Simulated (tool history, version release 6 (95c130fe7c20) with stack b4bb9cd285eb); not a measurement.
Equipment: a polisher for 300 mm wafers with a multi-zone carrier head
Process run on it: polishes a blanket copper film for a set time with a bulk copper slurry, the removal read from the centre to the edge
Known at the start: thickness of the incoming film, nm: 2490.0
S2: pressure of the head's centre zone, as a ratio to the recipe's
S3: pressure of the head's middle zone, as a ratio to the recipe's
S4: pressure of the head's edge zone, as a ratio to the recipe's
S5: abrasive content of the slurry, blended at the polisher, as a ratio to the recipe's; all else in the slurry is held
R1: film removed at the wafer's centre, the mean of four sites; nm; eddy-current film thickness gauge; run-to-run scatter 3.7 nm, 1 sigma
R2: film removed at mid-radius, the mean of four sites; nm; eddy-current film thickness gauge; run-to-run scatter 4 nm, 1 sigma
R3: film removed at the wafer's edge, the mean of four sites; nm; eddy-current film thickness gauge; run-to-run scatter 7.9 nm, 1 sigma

{"run": 1, "day": 0.0, "flow of slurry (ml/min)": 275, "S2": 1.0, "S3": 1.0, "S4": 1.0, "S5": 1.0, "polishing time (s)": 69, "R1": 706.53, "R2": 708.81, "R3": 721.74}
{"run": 2, "day": 0.3, "flow of slurry (ml/min)": 265, "S2": 0.96, "S3": 0.99, "S4": 0.98, "S5": 0.95, "polishing time (s)": 69, "R1": 662.53, "R2": 694.24, "R3": 722.03}
{"run": 3, "day": 0.442, "flow of slurry (ml/min)": 265, "S2": 0.96, "S3": 1.02, "S4": 0.98, "S5": 0.95, "polishing time (s)": 69, "R1": 660.11, "R2": 700.7, "R3": 717.72}
{"run": 4, "day": 0.521, "flow of slurry (ml/min)": 265, "S2": 0.96, "S3": 0.97, "S4": 0.98, "S5": 0.95, "polishing time (s)": 69, "R1": 675.05, "R2": 681.47, "R3": 714.02}
{"run": 5, "day": 0.55, "flow of slurry (ml/min)": 265, "S2": 0.94, "S3": 0.98, "S4": 0.95, "S5": 0.85, "polishing time (s)": 69, "R1": 640.65, "R2": 672.07, "R3": 671.25}
{"run": 6, "day": 0.912, "flow of slurry (ml/min)": 265, "S2": 0.94, "S3": 0.98, "S4": 0.95, "S5": 0.85, "polishing time (s)": 62, "R1": 578.83, "R2": 607.36, "R3": 616.85}
{"run": 7, "day": 0.971, "flow of slurry (ml/min)": 255, "S2": 0.93, "S3": 0.99, "S4": 0.95, "S5": 0.85, "polishing time (s)": 62, "R1": 565.06, "R2": 595.03, "R3": 598.96}
{"run": 8, "day": 1.075, "flow of slurry (ml/min)": 255, "S2": 0.93, "S3": 0.99, "S4": 0.95, "S5": 0.85, "polishing time (s)": 62, "R1": 571.34, "R2": 607.79, "R3": 597.32}
{"run": 9, "day": 1.258, "flow of slurry (ml/min)": 250, "S2": 0.91, "S3": 0.99, "S4": 0.96, "S5": 0.85, "polishing time (s)": 62, "R1": 554.22, "R2": 608.79, "R3": 612.25}

For run 10, what comes out?
{"run": 10, "day": 1.567, "flow of slurry (ml/min)": 245, "S2": 0.9, "S3": 0.99, "S4": 0.96, "S5": 0.85, "polishing time (s)": 62, "R1": "?", "R2": "?", "R3": "?"}

R1: 543.98 nm
R2: 597.67 nm
R3: 609.76 nm
